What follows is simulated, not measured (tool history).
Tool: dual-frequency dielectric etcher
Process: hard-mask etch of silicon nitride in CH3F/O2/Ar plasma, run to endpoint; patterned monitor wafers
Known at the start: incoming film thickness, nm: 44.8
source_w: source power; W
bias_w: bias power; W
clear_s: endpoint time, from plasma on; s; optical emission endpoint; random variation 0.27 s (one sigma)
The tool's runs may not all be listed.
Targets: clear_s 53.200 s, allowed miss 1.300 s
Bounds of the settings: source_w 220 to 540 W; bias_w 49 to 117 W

run,hour,source_w,bias_w,clear_s
1,0.0,380,83,60.564
2,8.7,410,85,58.697
3,10.0,410,74,62.586
4,14.9,440,78,59.328
5,21.4,460,80,58.048
6,30.2,420,80,60.048
7,38.1,440,82,58.138
8,41.8,460,83,57.178
9,48.0,470,84,57.013
10,54.7,480,86,55.599
11,58.3,490,87,54.900

4 next moves are on the table. One of them brings every result within its allowed miss. Which?
A,61.9,520,100,?
B,61.9,540,103,?
C,61.9,540,78,?
D,61.9,450,101,?

move,clear_s
A,50.811
B,49.613
C,54.944
D,53.132
A: takes the result that was furthest off past its target
B: takes the result that was furthest off past its target
C: as far off as the last run
D: meets every target
Move D is the one to make.
